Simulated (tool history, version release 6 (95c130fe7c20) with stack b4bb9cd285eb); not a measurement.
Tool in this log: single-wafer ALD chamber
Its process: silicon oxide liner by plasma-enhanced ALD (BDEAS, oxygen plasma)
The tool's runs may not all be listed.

run,day,heater temperature setpoint (K),number of ALD cycles (cycles),mean film thickness on the monitor wafer (nm)
1,0.000,593.15,70,6.0188
2,0.271,593.15,66,5.6878
3,0.608,592.15,69,5.9394
4,0.900,588.15,69,5.9660
5,1.271,593.15,69,5.9232
6,1.425,592.15,71,6.1303
7,1.571,592.15,73,6.2679
8,1.925,592.15,75,6.4597
9,2.258,592.15,76,6.5769
10,2.588,592.15,77,6.6372

Run 11 is up next; what results do you expect?
11,2.725,592.15,78,?

For run 11 the tool returned mean film thickness on the monitor wafer (nm) 6.7409.
